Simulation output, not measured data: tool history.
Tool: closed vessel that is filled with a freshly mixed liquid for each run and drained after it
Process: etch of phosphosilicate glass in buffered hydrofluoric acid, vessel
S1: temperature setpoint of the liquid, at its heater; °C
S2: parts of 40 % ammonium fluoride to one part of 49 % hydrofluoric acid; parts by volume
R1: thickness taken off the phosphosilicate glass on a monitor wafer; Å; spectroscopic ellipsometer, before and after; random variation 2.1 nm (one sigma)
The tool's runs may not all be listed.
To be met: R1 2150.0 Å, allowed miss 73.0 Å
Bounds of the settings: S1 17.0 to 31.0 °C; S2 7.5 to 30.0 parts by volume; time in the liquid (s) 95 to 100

run 1 hour=0.0 | S1=23.0 S2=22.0 time_in_the_liquid_(s)=95 | R1=1287.7
run 2 hour=2.4 | S1=25.0 S2=21.5 time_in_the_liquid_(s)=95 | R1=1464.3
run 3 hour=6.3 | S1=25.0 S2=25.5 time_in_the_liquid_(s)=95 | R1=1284.6
run 4 hour=14.8 | S1=26.5 S2=24.0 time_in_the_liquid_(s)=95 | R1=1467.2
run 5 hour=16.9 | S1=26.5 S2=24.0 time_in_the_liquid_(s)=95 | R1=1482.0
run 6 hour=24.7 | S1=28.0 S2=24.0 time_in_the_liquid_(s)=95 | R1=1588.8
run 7 hour=26.4 | S1=31.0 S2=18.5 time_in_the_liquid_(s)=95 | R1=2291.3
run 8 hour=29.9 | S1=31.0 S2=18.5 time_in_the_liquid_(s)=95 | R1=2292.4
run 9 hour=33.3 | S1=30.5 S2=18.5 time_in_the_liquid_(s)=95 | R1=2241.9
run 10 hour=36.8 | S1=30.5 S2=18.5 time_in_the_liquid_(s)=95 | R1=2245.7

5 next moves are on the table. One of them brings every result within its allowed miss. Which?
run A hour=40.3 | S1=31.0 S2=18.5 time_in_the_liquid_(s)=100 | R1=?
run B hour=40.3 | S1=30.0 S2=18.0 time_in_the_liquid_(s)=100 | R1=?
run C hour=40.3 | S1=27.0 S2=14.5 time_in_the_liquid_(s)=100 | R1=?
run D hour=40.3 | S1=30.5 S2=19.0 time_in_the_liquid_(s)=95 | R1=?
run E hour=40.3 | S1=31.0 S2=19.0 time_in_the_liquid_(s)=100 | R1=?

move=A R1=2410.7
move=B R1=2349.7
move=C R1=2477.4
move=D R1=2173.1
move=E R1=2348.4
A: further off than the last run
B: further off than the last run
C: further off than the last run
D: meets every target
E: further off than the last run
Move D is the one to make.
